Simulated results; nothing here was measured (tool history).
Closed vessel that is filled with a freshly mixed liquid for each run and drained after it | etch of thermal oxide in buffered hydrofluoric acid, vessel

| run | hour | temperature setpoint of the liquid (°C) | parts of 40 % ammonium fluoride to one part of 49 % hydrofluoric acid (parts by volume) | time in the liquid (s) | thickness taken off the thermal oxide on a monitor wafer (angstrom) |
|---|---|---|---|---|---|
| 1 | 0.0 | 22.0 | 14.5 | 100 | 687.26 |
| 2 | 3.6 | 21.0 | 14.5 | 100 | 663.53 |
| 3 | 7.1 | 20.0 | 14.5 | 100 | 613.61 |
| 4 | 11.2 | 20.0 | 14.5 | 100 | 626.50 |
| 5 | 18.4 | 20.0 | 11.5 | 100 | 786.38 |
| 6 | 25.7 | 20.0 | 11.5 | 105 | 824.05 |
| 7 | 32.3 | 19.0 | 12.5 | 105 | 718.73 |
| 8 | 34.2 | 18.5 | 13.0 | 105 | 677.18 |

Run 9 comes next. What will it give?
| 9 | 42.3 | 18.0 | 13.5 | 105 | ? |

Logged for run 9: thickness taken off the thermal oxide on a monitor wafer (angstrom) 628.95.
